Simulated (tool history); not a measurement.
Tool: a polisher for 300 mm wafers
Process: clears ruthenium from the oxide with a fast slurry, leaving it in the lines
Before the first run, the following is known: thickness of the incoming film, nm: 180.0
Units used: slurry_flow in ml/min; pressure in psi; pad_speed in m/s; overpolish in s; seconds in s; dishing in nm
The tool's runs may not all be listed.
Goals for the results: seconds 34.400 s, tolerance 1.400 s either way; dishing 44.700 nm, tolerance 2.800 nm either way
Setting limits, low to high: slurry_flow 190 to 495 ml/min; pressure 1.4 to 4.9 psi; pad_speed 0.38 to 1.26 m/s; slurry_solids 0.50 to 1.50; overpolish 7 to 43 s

run    day  slurry_flow  pressure  pad_speed  slurry_solids  overpolish  seconds  dishing
  1  0.000          320       3.1       0.82           1.00          22   54.373   51.105
  2  0.083          270       3.1       0.82           1.00          22   55.414   48.492
  3  0.321          270       3.1       0.82           1.10          22   51.837   51.947
  4  0.579          210       3.1       0.82           1.10          22   53.454   51.052
  5  0.638          210       3.3       0.82           1.10          20   51.802   46.613
  6  0.746          210       3.3       0.82           1.10          14   51.457   36.575
  7  1.108          210       4.2       0.84           1.10          11   42.917   35.703
  8  1.388          210       4.9       0.92           1.10          14   35.194   49.267

5 next moves are on the table. One of them brings every result within its allowed miss. Which?
  A  1.667          235       4.9       1.04           1.05          11        ?        ?
  B  1.667          215       4.8       0.96           1.15          15        ?        ?
  C  1.667          205       4.9       0.90           1.25          12        ?        ?
  D  1.667          265       4.9       0.92           1.30          11        ?        ?
  E  1.667          205       4.9       0.96           1.00          18        ?        ?

move  seconds  dishing
   A   32.040   44.927
   B   34.069   53.800
   C   34.652   45.220
   D   32.246   44.709
   E   36.096   58.526
A: brings the last run's worst result on target, with another outside its allowed miss
B: its largest miss is bigger than the last run's
C: in spec on every target
D: brings the last run's worst result on target, with another outside its allowed miss
E: its largest miss is bigger than the last run's
Correct choice: C, which meets every target
